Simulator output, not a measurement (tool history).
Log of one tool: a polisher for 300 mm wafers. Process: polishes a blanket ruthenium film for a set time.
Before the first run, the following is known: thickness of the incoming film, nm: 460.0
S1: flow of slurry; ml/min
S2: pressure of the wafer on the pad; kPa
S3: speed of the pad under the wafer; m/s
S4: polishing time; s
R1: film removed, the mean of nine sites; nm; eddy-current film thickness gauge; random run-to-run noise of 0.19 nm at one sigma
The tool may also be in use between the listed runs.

run,hour,S1,S2,S3,S4,R1
1,0.0,125,14.5,0.76,34,27.618
2,2.2,120,13.8,0.76,34,26.566
3,9.4,115,13.1,0.76,34,24.735
4,10.5,110,13.1,0.76,34,24.621
5,12.2,110,15.9,0.76,34,29.763
6,15.5,110,17.2,0.76,34,32.370
7,16.9,105,15.9,0.76,34,29.124
8,24.8,100,15.2,0.76,34,27.795

Forecast run 9:
9,25.6,95,14.5,0.76,34,?

Run 9 yielded R1 26.159 nm.

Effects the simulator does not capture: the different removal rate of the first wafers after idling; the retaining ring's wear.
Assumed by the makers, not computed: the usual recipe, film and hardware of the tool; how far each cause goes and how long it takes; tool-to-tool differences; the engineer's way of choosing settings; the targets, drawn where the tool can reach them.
